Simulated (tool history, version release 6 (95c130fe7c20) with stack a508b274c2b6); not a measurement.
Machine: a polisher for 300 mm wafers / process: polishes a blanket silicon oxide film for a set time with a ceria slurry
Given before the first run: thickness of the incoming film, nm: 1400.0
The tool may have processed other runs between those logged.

run,hour,flow of slurry (ml/min),pressure of the wafer on the pad (psi),speed of the pad under the wafer (m/s),polishing time (s),film removed (angstrom)
1,0.0,225,2.3,0.98,25,801.92
2,8.8,225,2.3,0.78,25,618.28
3,16.1,225,2.1,0.78,25,584.64
4,19.8,225,2.1,0.78,23,546.77
5,23.4,225,2.0,0.78,23,517.21
6,25.3,225,2.0,0.78,23,506.18
7,28.9,225,1.9,0.78,23,487.23
8,31.5,225,1.8,0.78,23,465.65
9,40.1,225,1.7,0.78,23,450.28

What will run 10 give?
10,41.2,225,1.6,0.78,23,?

Run 10 yielded film removed (angstrom) 411.34.
